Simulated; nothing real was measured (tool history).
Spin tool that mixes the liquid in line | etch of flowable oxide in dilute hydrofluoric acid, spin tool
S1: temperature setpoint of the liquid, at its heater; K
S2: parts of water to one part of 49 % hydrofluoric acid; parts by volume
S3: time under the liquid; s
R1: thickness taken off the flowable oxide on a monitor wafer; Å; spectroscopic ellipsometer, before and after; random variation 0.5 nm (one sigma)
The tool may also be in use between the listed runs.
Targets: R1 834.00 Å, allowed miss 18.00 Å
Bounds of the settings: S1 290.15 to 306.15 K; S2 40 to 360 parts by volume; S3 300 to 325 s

run 1 hour=0.0 | S1=298.15 S2=200 S3=300 | R1=543.03
run 2 hour=1.8 | S1=300.15 S2=195 S3=300 | R1=601.83
run 3 hour=9.4 | S1=301.65 S2=190 S3=300 | R1=655.37
run 4 hour=15.3 | S1=302.65 S2=185 S3=300 | R1=708.68
run 5 hour=17.8 | S1=302.65 S2=255 S3=300 | R1=472.12
run 6 hour=25.3 | S1=303.65 S2=235 S3=300 | R1=539.29
run 7 hour=31.8 | S1=304.15 S2=220 S3=300 | R1=594.83
run 8 hour=39.9 | S1=304.65 S2=205 S3=300 | R1=664.37
-- hour=48.5 thermometer replaced
run 9 hour=48.5 | S1=304.65 S2=205 S3=300 | R1=692.61

4 next moves are on the table. One of them brings every result within its allowed miss. Which?
run A hour=57.1 | S1=305.65 S2=185 S3=325 | R1=?
run B hour=57.1 | S1=306.15 S2=185 S3=315 | R1=?
run C hour=57.1 | S1=305.15 S2=200 S3=300 | R1=?
run D hour=57.1 | S1=304.65 S2=190 S3=325 | R1=?

move=A R1=884.29
move=B R1=871.73
move=C R1=728.03
move=D R1=826.73
A: takes the result that was furthest off past its target
B: takes the result that was furthest off past its target
C: nearer than the last run, and not there yet
D: meets every target
Answer: D

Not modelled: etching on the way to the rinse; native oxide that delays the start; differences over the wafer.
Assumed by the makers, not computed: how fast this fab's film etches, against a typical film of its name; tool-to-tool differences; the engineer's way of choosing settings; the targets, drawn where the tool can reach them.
